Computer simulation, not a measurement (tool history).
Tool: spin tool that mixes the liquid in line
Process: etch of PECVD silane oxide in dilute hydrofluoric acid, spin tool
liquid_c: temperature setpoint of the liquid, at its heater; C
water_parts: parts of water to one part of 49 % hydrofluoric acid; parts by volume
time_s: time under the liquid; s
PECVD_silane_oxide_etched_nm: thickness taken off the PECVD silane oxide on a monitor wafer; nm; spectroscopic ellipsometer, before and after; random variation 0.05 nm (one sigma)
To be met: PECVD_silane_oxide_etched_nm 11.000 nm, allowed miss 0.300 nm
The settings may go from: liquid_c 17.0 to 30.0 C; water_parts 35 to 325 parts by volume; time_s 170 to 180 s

run,hour,liquid_c,water_parts,time_s,PECVD_silane_oxide_etched_nm
1,0.0,22.0,180,170,19.194
2,8.6,22.0,180,180,20.343
3,10.3,21.0,195,180,17.743
4,16.6,20.0,205,180,16.131
5,20.9,19.5,215,180,15.036
6,26.8,19.0,220,180,14.286
7,29.9,18.5,225,180,13.732
8,31.7,18.0,230,180,13.025
9,38.2,18.0,235,180,12.670

4 next moves are on the table. One of them brings every result within its allowed miss. Which?
A,44.7,17.0,225,170,?
B,44.7,19.5,250,170,?
C,44.7,18.0,250,170,?
D,44.7,17.0,230,170,?

move,PECVD_silane_oxide_etched_nm
A,12.065
B,11.689
C,11.040
D,11.751
A: nearer than the last run, and not there yet
B: nearer than the last run, and not there yet
C: meets every target
D: nearer than the last run, and not there yet
Answer: C
